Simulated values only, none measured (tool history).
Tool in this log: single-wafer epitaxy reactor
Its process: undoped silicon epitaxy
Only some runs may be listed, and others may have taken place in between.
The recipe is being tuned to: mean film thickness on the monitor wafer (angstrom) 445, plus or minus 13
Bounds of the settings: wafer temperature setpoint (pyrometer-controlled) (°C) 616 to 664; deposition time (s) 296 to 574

run  hour  wafer temperature setpoint (pyrometer-controlled) (°C)  deposition time (s)  mean film thickness on the monitor wafer (angstrom)
  1     0                                                     640                  435                                               608.11
  2   2.8                                                     644                  435                                               655.18
  3   8.8                                                     640                  434                                               604.91
  4   9.8                                                     637                  433                                               566.72
  5  18.1                                                     635                  432                                               545.43
  6  19.3                                                     645                  432                                               665.73
  7  24.7                                                     641                  430                                               607.93
  8  26.2                                                     638                  429                                               574.04

Below are 4 possible settings for the next run. Only one of them brings all results inside the allowed miss of their targets. Which is it?
  A  27.7                                                     636                  326                                                    ?
  B  27.7                                                     631                  379                                                    ?
  C  27.7                                                     632                  438                                                    ?
  D  27.7                                                     641                  448                                                    ?

move  mean film thickness on the monitor wafer (angstrom)
   A                                               423.02
   B                                               445.34
   C                                               525.02
   D                                               641.35
A: takes the result that was furthest off past its target
B: in spec on every target
C: moves toward the targets from the last run without getting all of them in spec
D: misses by more than the last run did
Answer: B
